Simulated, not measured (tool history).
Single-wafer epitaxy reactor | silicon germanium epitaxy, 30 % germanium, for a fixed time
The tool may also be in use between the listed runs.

run  hour  wafer temperature setpoint (pyrometer-controlled) (deg C)  chamber pressure (Pa)  mean film thickness on the monitor wafer (nm)
  1     0                                                        625                   3186                                         105.96
  2   4.3                                                        634                   3186                                         124.46
  3   7.1                                                        641                   3186                                         139.51
  4   7.9                                                        635                   3146                                         125.94
  5  15.5                                                        642                   3146                                         140.52
  6    16                                                        635                   3106                                         124.36

The next listed run, before its measurement:
  7  18.1                                                        630                   3080                                              ?

mean film thickness on the monitor wafer (nm): 113.85
